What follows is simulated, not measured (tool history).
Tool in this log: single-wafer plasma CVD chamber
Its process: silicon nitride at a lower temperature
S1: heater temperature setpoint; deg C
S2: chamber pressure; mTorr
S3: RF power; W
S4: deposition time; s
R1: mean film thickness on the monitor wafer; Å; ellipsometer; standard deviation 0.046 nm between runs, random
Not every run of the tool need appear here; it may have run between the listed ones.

run,hour,S1,S2,S3,S4,R1
1,0,345,1420,365,13.9,175.8
2,1.8,345,1420,345,13.9,169.62
3,7.6,345,1260,345,13.9,161.28
4,10,345,1130,345,13.9,152.26
5,17.2,345,1330,345,13.9,164.67
6,22.6,345,1330,345,13.9,164.43
7,28.8,345,1460,355,13.9,174.24
8,37.6,345,1560,365,13.9,182.88
9,39.8,345,1640,375,13.9,190.11
# hour 45.7: thermocouple changed; heater temperature recalibrated
10,45.7,345,1700,380,13.9,193.37
11,54.3,345,1750,390,13.9,199.27

For run 12, what comes out?
12,60.7,345,1790,395,13.9,?

Run 12 produced R1 201.35 Å.
